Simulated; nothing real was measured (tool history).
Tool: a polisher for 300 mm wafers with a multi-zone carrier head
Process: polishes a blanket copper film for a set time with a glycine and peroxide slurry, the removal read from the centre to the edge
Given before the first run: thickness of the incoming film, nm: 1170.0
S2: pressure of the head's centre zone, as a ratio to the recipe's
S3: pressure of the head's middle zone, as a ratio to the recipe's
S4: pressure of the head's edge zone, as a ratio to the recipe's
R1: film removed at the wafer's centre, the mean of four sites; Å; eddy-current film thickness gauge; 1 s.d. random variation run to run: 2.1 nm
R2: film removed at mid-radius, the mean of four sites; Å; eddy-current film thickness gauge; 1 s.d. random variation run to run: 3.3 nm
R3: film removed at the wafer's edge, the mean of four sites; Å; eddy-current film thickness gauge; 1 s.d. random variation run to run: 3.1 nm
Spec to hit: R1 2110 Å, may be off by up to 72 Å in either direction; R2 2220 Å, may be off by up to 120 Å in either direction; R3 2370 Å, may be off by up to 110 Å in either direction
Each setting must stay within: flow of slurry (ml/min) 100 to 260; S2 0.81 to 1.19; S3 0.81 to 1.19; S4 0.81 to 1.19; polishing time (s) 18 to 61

Run 1, hour 0: flow of slurry (ml/min) 165, S2 1, S3 1, S4 1, polishing time (s) 39. Result: R1 2853.2 Å, R2 2840.7 Å, R3 2848 Å.
Run 2, hour 5.9: flow of slurry (ml/min) 165, S2 1.08, S3 1, S4 1, polishing time (s) 39. Result: R1 3151.9 Å, R2 2835 Å, R3 2853.7 Å.
Run 3, hour 12.9: flow of slurry (ml/min) 165, S2 1.08, S3 1.07, S4 1, polishing time (s) 39. Result: R1 3122.4 Å, R2 2839.5 Å, R3 2884.1 Å.
Run 4, hour 20.6: flow of slurry (ml/min) 195, S2 1.08, S3 1.07, S4 1, polishing time (s) 39. Result: R1 3163.8 Å, R2 2947.3 Å, R3 2884.8 Å.
Run 5, hour 23.5: flow of slurry (ml/min) 185, S2 1.06, S3 1.06, S4 1.01, polishing time (s) 38. Result: R1 3025.5 Å, R2 2822 Å, R3 2879.9 Å.
Run 6, hour 25.5: flow of slurry (ml/min) 150, S2 1.06, S3 1.06, S4 1.01, polishing time (s) 38. Result: R1 2888.3 Å, R2 2815 Å, R3 2730 Å.
Run 7, hour 30.9: flow of slurry (ml/min) 125, S2 0.96, S3 0.96, S4 0.98, polishing time (s) 33. Result: R1 2283.4 Å, R2 2193.9 Å, R3 2264.1 Å.
Run 8, hour 34.4: flow of slurry (ml/min) 125, S2 0.95, S3 0.96, S4 0.99, polishing time (s) 33. Result: R1 2251.3 Å, R2 2304.7 Å, R3 2398 Å.
Run 9, hour 41.1: flow of slurry (ml/min) 125, S2 0.94, S3 0.95, S4 0.99, polishing time (s) 33. Result: R1 2231.1 Å, R2 2184.5 Å, R3 2368.2 Å.
Run 10, hour 44.2: flow of slurry (ml/min) 125, S2 0.93, S3 0.95, S4 0.99, polishing time (s) 33. Result: R1 2175.6 Å, R2 2240 Å, R3 2324.1 Å.
Run 11, hour 50.5: flow of slurry (ml/min) 125, S2 0.93, S3 0.95, S4 1, polishing time (s) 33. Result: R1 2192.1 Å, R2 2218.6 Å, R3 2337.9 Å.

Which of these 5 next moves meets every target?
Run A, hour 56.8: flow of slurry (ml/min) 140, S2 1.03, S3 1.11, S4 0.95, polishing time (s) 30. Result: R1 ?, R2 ?, R3 ?.
Run B, hour 56.8: flow of slurry (ml/min) 120, S2 0.92, S3 0.99, S4 1.05, polishing time (s) 32. Result: R1 ?, R2 ?, R3 ?.
Run C, hour 56.8: flow of slurry (ml/min) 155, S2 0.94, S3 0.93, S4 0.97, polishing time (s) 33. Result: R1 ?, R2 ?, R3 ?.
Run D, hour 56.8: flow of slurry (ml/min) 130, S2 0.97, S3 0.9, S4 1.02, polishing time (s) 33. Result: R1 ?, R2 ?, R3 ?.
Run E, hour 56.8: flow of slurry (ml/min) 160, S2 0.95, S3 1.04, S4 0.96, polishing time (s) 34. Result: R1 ?, R2 ?, R3 ?.

move      R1      R2      R3
   A  2200.1  2230.1  2117.3
   B    2054  2172.5  2345.3
   C  2232.1  2213.5  2374.9
   D  2255.1  2128.2  2401.3
   E  2334.5    2457    2438
A: the biggest miss grows against the last run
B: all results in spec
C: the biggest miss grows against the last run
D: the biggest miss grows against the last run
E: the biggest miss grows against the last run
So the answer is move B, the one that meets all the targets.
